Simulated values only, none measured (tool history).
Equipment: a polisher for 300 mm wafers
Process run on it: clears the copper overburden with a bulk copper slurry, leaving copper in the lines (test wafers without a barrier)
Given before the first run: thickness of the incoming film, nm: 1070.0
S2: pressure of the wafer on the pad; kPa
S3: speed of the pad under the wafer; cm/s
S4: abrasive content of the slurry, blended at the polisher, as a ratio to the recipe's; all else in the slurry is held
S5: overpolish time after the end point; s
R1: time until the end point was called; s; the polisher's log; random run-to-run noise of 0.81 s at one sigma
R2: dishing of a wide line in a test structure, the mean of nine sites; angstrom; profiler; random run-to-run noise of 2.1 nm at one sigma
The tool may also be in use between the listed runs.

{"run": 1, "hour": 0.0, "flow of slurry (ml/min)": 225, "S2": 20.0, "S3": 102, "S4": 1.0, "S5": 27, "R1": 120.56, "R2": 930.49}
{"run": 2, "hour": 1.0, "flow of slurry (ml/min)": 250, "S2": 20.0, "S3": 102, "S4": 1.0, "S5": 27, "R1": 120.1, "R2": 919.06}
{"run": 3, "hour": 8.8, "flow of slurry (ml/min)": 250, "S2": 20.0, "S3": 102, "S4": 0.9, "S5": 27, "R1": 125.93, "R2": 936.35}
{"run": 4, "hour": 12.0, "flow of slurry (ml/min)": 250, "S2": 22.8, "S3": 102, "S4": 0.9, "S5": 27, "R1": 109.4, "R2": 1004.2}
{"run": 5, "hour": 16.1, "flow of slurry (ml/min)": 250, "S2": 22.8, "S3": 102, "S4": 0.9, "S5": 22, "R1": 109.55, "R2": 921.65}
{"run": 6, "hour": 23.7, "flow of slurry (ml/min)": 250, "S2": 22.8, "S3": 102, "S4": 0.8, "S5": 22, "R1": 112.72, "R2": 916.26}
{"run": 7, "hour": 24.9, "flow of slurry (ml/min)": 250, "S2": 23.4, "S3": 104, "S4": 0.8, "S5": 22, "R1": 106.09, "R2": 919.48}
{"run": 8, "hour": 29.4, "flow of slurry (ml/min)": 250, "S2": 24.1, "S3": 104, "S4": 0.8, "S5": 22, "R1": 102.03, "R2": 915.75}

Estimate the outcome of run 9 from the log above:
{"run": 9, "hour": 34.5, "flow of slurry (ml/min)": 250, "S2": 24.8, "S3": 104, "S4": 0.8, "S5": 23, "R1": "?", "R2": "?"}

Run 9 produced R1 100.88 s, R2 984.69 angstrom.

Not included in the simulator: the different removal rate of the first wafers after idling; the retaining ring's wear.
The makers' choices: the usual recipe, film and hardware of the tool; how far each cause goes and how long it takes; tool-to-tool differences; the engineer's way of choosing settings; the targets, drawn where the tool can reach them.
